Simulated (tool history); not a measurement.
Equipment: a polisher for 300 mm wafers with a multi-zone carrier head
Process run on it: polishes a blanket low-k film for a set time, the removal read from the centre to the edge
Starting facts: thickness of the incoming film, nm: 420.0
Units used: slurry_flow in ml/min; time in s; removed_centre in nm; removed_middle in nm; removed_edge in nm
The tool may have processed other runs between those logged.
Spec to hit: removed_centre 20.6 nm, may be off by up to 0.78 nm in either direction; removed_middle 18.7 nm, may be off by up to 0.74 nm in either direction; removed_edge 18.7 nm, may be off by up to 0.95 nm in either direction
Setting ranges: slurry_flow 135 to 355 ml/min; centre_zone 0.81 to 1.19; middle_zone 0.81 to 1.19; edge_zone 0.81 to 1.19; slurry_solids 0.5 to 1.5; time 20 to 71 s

run  hour  slurry_flow  centre_zone  middle_zone  edge_zone  slurry_solids  time  removed_centre  removed_middle  removed_edge
  1     0          225            1            1          1              1    45          24.974          24.414        25.045
  2   4.3          225            1            1       1.09              1    45          24.401          24.555         24.67
  3   9.9          225            1         0.94       1.09              1    45           24.44          23.014        25.442
  4  15.4          225         1.01         0.95       1.09           0.95    45          24.641           22.86        24.597
  5  23.8          225         1.01         1.02       1.09           0.95    45          24.082          24.344        24.463
  6  32.4          225         1.02         1.02       1.09            0.9    44          23.048          22.835        23.832
  7  37.6          225         1.06         0.97       0.99           0.65    41          19.216           17.98        18.209
  8  45.9          230         1.07         0.97       0.99           0.65    41          19.675          17.658        18.543
  9  50.7          230         1.07         0.98       0.99           0.65    41          19.659          17.683        18.857
 10  54.6          225         1.08         0.99       0.98           0.65    41          19.299          18.285        18.493
 11  60.8          230         1.09         0.99       0.98           0.65    41          19.551          17.917        18.778

Of the 5 settings listed for the next run, only one would bring every result within its allowed miss of target. Which one?
  A    67          135         0.97         1.02       0.92            0.5    49               ?               ?             ?
  B    67          235         1.02         0.95        0.9            0.6    42               ?               ?             ?
  C    67          260         1.01         1.09       1.18            0.8    35               ?               ?             ?
  D    67          220         1.08         1.06       1.05           0.65    38               ?               ?             ?
  E    67          185         1.09         0.97       0.87            0.5    50               ?               ?             ?

move  removed_centre  removed_middle  removed_edge
   A          17.868          18.488        18.405
   B          18.348          17.133        17.761
   C           17.46          18.411        18.566
   D          17.877          17.535        17.438
   E           20.57          18.634        18.887
A: lands further from the targets than the last run did
B: lands further from the targets than the last run did
C: lands further from the targets than the last run did
D: lands further from the targets than the last run did
E: every result within its allowed miss
Correct choice: E, which meets every target
